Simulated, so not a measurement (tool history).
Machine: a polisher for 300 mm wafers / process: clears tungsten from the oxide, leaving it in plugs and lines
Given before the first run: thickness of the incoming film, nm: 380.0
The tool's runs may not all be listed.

run  hour  flow of slurry (ml/min)  pressure of the wafer on the pad (kPa)  speed of the pad under the wafer (cm/s)  abrasive content of the slurry  overpolish time after the end point (s)  time until the end point was called (s)
  1   0.0                      150                                    29.0                                      140                             1.0                                       15                                   47.374
  2   4.2                      150                                    26.2                                      140                             1.0                                       15                                   51.396
  3   8.9                      150                                    26.2                                      140                             1.1                                       15                                   50.378
  4  11.0                      150                                    23.4                                      140                             1.1                                       15                                   55.394
  5  18.7                      150                                    23.4                                      126                             1.1                                       15                                   60.339
  6  25.8                      150                                    23.4                                      126                             1.1                                       15                                   61.420
  7  32.1                      150                                    23.4                                      126                             1.1                                       15                                   60.389

Forecast run 8:
  8  39.9                      150                                    22.1                                      126                             1.1                                       15                                        ?

Run 8 produced time until the end point was called (s) 64.791.

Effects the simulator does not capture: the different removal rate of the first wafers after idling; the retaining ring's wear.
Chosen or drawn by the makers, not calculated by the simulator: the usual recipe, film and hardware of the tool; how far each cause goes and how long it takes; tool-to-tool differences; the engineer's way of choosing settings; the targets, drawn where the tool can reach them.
